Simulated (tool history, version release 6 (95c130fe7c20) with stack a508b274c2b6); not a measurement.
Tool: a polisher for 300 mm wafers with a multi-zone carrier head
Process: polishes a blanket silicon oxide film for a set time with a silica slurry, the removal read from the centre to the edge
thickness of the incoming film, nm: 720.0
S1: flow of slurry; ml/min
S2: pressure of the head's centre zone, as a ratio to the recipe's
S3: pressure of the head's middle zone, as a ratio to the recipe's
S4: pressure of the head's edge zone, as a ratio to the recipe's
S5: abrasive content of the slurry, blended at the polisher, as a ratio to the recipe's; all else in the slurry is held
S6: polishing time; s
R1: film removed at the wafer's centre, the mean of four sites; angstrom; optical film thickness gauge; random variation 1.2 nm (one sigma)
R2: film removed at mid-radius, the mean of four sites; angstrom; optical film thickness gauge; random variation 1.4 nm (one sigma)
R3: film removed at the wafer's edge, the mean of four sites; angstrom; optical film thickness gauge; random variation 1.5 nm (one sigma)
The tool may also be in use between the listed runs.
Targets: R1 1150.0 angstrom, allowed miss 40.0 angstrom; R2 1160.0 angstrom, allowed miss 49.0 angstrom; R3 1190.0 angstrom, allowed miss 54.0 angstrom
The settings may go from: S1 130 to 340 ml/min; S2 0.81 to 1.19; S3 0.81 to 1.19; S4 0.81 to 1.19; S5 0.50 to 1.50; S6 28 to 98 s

run 1 hour=0.0 | S1=220 S2=1.00 S3=1.00 S4=1.00 S5=1.00 S6=63 | R1=2382.3 R2=2293.7 R3=2372.1
run 2 hour=8.0 | S1=215 S2=0.98 S3=0.99 S4=0.98 S5=0.90 S6=58 | R1=2025.1 R2=2019.2 R3=2026.3
run 3 hour=12.7 | S1=215 S2=0.98 S3=1.03 S4=0.98 S5=0.90 S6=58 | R1=2027.5 R2=2083.4 R3=2011.8
run 4 hour=21.5 | S1=175 S2=0.98 S3=1.03 S4=0.98 S5=0.90 S6=58 | R1=2005.1 R2=2015.7 R3=2037.1
run 5 hour=25.2 | S1=175 S2=0.97 S3=1.00 S4=0.97 S5=0.80 S6=54 | R1=1688.7 R2=1679.8 R3=1767.9
run 6 hour=26.1 | S1=195 S2=0.96 S3=0.98 S4=0.95 S5=0.75 S6=52 | R1=1638.0 R2=1597.1 R3=1605.2
run 7 hour=27.7 | S1=190 S2=0.93 S3=0.96 S4=0.94 S5=0.70 S6=51 | R1=1461.6 R2=1483.5 R3=1532.1
run 8 hour=34.0 | S1=195 S2=0.92 S3=0.94 S4=0.92 S5=0.65 S6=50 | R1=1326.2 R2=1348.1 R3=1423.2
run 9 hour=42.7 | S1=205 S2=0.92 S3=0.93 S4=0.90 S5=0.60 S6=50 | R1=1281.6 R2=1288.9 R3=1315.5

Which of these 4 next moves meets every target?
run A hour=51.4 | S1=205 S2=0.99 S3=0.97 S4=0.87 S5=0.55 S6=56 | R1=? R2=? R3=?
run B hour=51.4 | S1=260 S2=0.91 S3=0.93 S4=0.90 S5=0.65 S6=41 | R1=? R2=? R3=?
run C hour=51.4 | S1=170 S2=1.07 S3=0.84 S4=0.92 S5=0.55 S6=49 | R1=? R2=? R3=?
run D hour=51.4 | S1=155 S2=1.09 S3=0.87 S4=0.91 S5=0.55 S6=51 | R1=? R2=? R3=?

move=A R1=1490.9 R2=1410.1 R3=1365.1
move=B R1=1151.5 R2=1150.2 R3=1154.5
move=C R1=1373.2 R2=1096.0 R3=1204.0
move=D R1=1435.9 R2=1152.0 R3=1235.3
A: further off than the last run
B: meets every target
C: further off than the last run
D: further off than the last run
Move B is the one to make.
